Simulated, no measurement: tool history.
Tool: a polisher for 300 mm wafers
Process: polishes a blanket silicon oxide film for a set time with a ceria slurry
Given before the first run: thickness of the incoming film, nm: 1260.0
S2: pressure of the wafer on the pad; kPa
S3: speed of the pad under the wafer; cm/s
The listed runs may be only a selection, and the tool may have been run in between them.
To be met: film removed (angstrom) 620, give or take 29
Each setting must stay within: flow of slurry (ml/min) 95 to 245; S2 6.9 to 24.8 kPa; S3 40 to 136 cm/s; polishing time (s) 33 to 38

run 1 hour=0 | flow_of_slurry_(ml/min)=155 S2=15.9 S3=88 polishing_time_(s)=38 | film_removed_(angstrom)=1207.3
run 2 hour=3.4 | flow_of_slurry_(ml/min)=155 S2=15.9 S3=88 polishing_time_(s)=33 | film_removed_(angstrom)=1006.3
run 3 hour=7.7 | flow_of_slurry_(ml/min)=155 S2=15.2 S3=88 polishing_time_(s)=33 | film_removed_(angstrom)=997.25
run 4 hour=14.7 | flow_of_slurry_(ml/min)=155 S2=14.5 S3=88 polishing_time_(s)=33 | film_removed_(angstrom)=966.81
run 5 hour=20.8 | flow_of_slurry_(ml/min)=155 S2=17.9 S3=88 polishing_time_(s)=33 | film_removed_(angstrom)=1131.6
run 6 hour=24.6 | flow_of_slurry_(ml/min)=155 S2=17.9 S3=88 polishing_time_(s)=33 | film_removed_(angstrom)=1140.3
run 7 hour=29 | flow_of_slurry_(ml/min)=155 S2=16.5 S3=86 polishing_time_(s)=33 | film_removed_(angstrom)=1034.6
run 8 hour=37.4 | flow_of_slurry_(ml/min)=155 S2=15.2 S3=86 polishing_time_(s)=33 | film_removed_(angstrom)=1008.7
run 9 hour=40.2 | flow_of_slurry_(ml/min)=155 S2=13.8 S3=84 polishing_time_(s)=33 | film_removed_(angstrom)=876.86
run 10 hour=41.9 | flow_of_slurry_(ml/min)=150 S2=9.7 S3=82 polishing_time_(s)=33 | film_removed_(angstrom)=677.97
run 11 hour=47.6 | flow_of_slurry_(ml/min)=145 S2=9 S3=82 polishing_time_(s)=33 | film_removed_(angstrom)=648.92

Pick the move, out of 4, that brings all results within their allowed miss; only one does.
run A hour=53.3 | flow_of_slurry_(ml/min)=125 S2=8.3 S3=90 polishing_time_(s)=34 | film_removed_(angstrom)=?
run B hour=53.3 | flow_of_slurry_(ml/min)=110 S2=11.7 S3=70 polishing_time_(s)=37 | film_removed_(angstrom)=?
run C hour=53.3 | flow_of_slurry_(ml/min)=125 S2=9.7 S3=66 polishing_time_(s)=38 | film_removed_(angstrom)=?
run D hour=53.3 | flow_of_slurry_(ml/min)=160 S2=11 S3=72 polishing_time_(s)=34 | film_removed_(angstrom)=?

move=A film_removed_(angstrom)=686.79
move=B film_removed_(angstrom)=715.08
move=C film_removed_(angstrom)=624.05
move=D film_removed_(angstrom)=682.66
A: lands further from the targets than the last run did
B: lands further from the targets than the last run did
C: each result inside its tolerance
D: lands further from the targets than the last run did
The right move is C.
